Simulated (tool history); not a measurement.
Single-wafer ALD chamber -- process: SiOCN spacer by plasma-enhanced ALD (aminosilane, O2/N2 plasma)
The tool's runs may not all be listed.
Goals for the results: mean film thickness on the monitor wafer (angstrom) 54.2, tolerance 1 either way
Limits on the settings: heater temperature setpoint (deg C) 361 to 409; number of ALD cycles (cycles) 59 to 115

| run | hour | heater temperature setpoint (deg C) | number of ALD cycles (cycles) | mean film thickness on the monitor wafer (angstrom) |
|---|---|---|---|---|
| 1 | 0 | 385 | 87 | 48.422 |
| 2 | 4.2 | 376 | 87 | 48.658 |
| 3 | 12 | 376 | 76 | 42.499 |
| 4 | 17.5 | 384 | 76 | 42.338 |
| 5 | 21.6 | 384 | 65 | 36.311 |
| 6 | 23.4 | 376 | 65 | 36.62 |
| 7 | 26.5 | 376 | 69 | 38.636 |
| 8 | 28.5 | 376 | 69 | 38.761 |
| 9 | 34.7 | 376 | 73 | 40.821 |
|  | 37 | thermocouple changed; heater temperature recalibrated |
| 10 | 37 | 376 | 87 | 48.482 |
| 11 | 46 | 376 | 88 | 49.282 |

Exercise: of the 4 proposed moves below, exactly one satisfies all targets within the stated allowed misses. Which move is it?
| A | 55 | 369 | 103 | ? |
| B | 55 | 378 | 93 | ? |
| C | 55 | 370 | 97 | ? |
| D | 55 | 375 | 93 | ? |

| move | mean film thickness on the monitor wafer (angstrom) |
|---|---|
| A | 57.576 |
| B | 51.986 |
| C | 54.222 |
| D | 51.986 |
A: pushes the last run's worst result past its target
B: nearer than the last run, and not there yet
C: meets every target
D: nearer than the last run, and not there yet
Answer: C
